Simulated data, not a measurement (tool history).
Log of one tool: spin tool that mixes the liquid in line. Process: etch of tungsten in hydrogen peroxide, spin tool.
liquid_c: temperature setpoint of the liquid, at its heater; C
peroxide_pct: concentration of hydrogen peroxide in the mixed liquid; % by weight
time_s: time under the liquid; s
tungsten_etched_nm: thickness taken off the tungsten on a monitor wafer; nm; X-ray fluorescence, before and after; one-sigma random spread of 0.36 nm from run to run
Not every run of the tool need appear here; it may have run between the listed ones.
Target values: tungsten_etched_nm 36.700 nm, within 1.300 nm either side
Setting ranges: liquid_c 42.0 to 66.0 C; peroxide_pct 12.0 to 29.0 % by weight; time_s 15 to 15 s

run    day  liquid_c  peroxide_pct  time_s  tungsten_etched_nm
  1  0.000      58.0          19.5      15              21.209
  2  0.071      51.5          19.5      15              14.657
  3  0.350      56.5          20.5      15              20.380
  4  0.562      51.5          20.5      15              14.952
  5  0.917      45.0          20.5      15              10.053
  6  1.000      45.0          22.0      15              10.332
  7  1.129      52.0          22.5      15              16.445
  8  1.496      60.0          23.0      15              26.268
  9  1.792      62.0          23.0      15              29.242
 10  2.104      63.5          23.0      15              31.764
 11  2.125      64.5          23.0      15              33.183
 12  2.417      65.0          23.0      15              34.820
 13  2.533      65.0          23.0      15              34.645

Pick the move, out of 4, that brings all results within their allowed miss; only one does.
  A  2.650      64.0          24.0      15                   ?
  B  2.650      65.5          20.5      15                   ?
  C  2.650      66.0          19.5      15                   ?
  D  2.650      66.0          22.5      15                   ?

move  tungsten_etched_nm
   A              33.522
   B              33.691
   C              33.785
   D              36.290
A: further off than the last run
B: further off than the last run
C: further off than the last run
D: every result within its allowed miss
D is the move that brings every result within its allowed miss.

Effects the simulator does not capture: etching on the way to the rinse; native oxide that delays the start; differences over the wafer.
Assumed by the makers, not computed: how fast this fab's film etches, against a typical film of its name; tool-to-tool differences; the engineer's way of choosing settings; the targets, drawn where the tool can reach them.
